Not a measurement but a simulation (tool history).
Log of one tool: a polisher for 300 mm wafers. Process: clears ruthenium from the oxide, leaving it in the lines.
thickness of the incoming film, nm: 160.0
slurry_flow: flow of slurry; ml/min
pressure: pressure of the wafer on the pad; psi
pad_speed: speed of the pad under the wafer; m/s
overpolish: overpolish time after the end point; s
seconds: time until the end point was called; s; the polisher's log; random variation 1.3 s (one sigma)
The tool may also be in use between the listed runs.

{"run": 1, "hour": 0.0, "slurry_flow": 315, "pressure": 1.9, "pad_speed": 0.98, "overpolish": 14, "seconds": 169.53}
{"run": 2, "hour": 6.9, "slurry_flow": 315, "pressure": 1.9, "pad_speed": 0.98, "overpolish": 14, "seconds": 167.61}
{"run": 3, "hour": 12.7, "slurry_flow": 270, "pressure": 1.9, "pad_speed": 0.98, "overpolish": 14, "seconds": 172.49}
{"run": 4, "hour": 18.4, "slurry_flow": 270, "pressure": 1.9, "pad_speed": 1.14, "overpolish": 14, "seconds": 152.97}
{"run": 5, "hour": 23.2, "slurry_flow": 280, "pressure": 2.0, "pad_speed": 1.14, "overpolish": 14, "seconds": 151.41}
{"run": 6, "hour": 26.3, "slurry_flow": 285, "pressure": 2.1, "pad_speed": 1.14, "overpolish": 14, "seconds": 144.52}
{"run": 7, "hour": 30.2, "slurry_flow": 290, "pressure": 2.2, "pad_speed": 1.14, "overpolish": 14, "seconds": 140.03}
{"run": 8, "hour": 35.6, "slurry_flow": 290, "pressure": 2.3, "pad_speed": 1.14, "overpolish": 14, "seconds": 137.26}
{"run": 9, "hour": 38.4, "slurry_flow": 295, "pressure": 2.4, "pad_speed": 1.14, "overpolish": 14, "seconds": 131.96}

The next listed run, before its measurement:
{"run": 10, "hour": 44.7, "slurry_flow": 295, "pressure": 2.5, "pad_speed": 1.14, "overpolish": 14, "seconds": "?"}

{"run 10": {"seconds": 129.04}}

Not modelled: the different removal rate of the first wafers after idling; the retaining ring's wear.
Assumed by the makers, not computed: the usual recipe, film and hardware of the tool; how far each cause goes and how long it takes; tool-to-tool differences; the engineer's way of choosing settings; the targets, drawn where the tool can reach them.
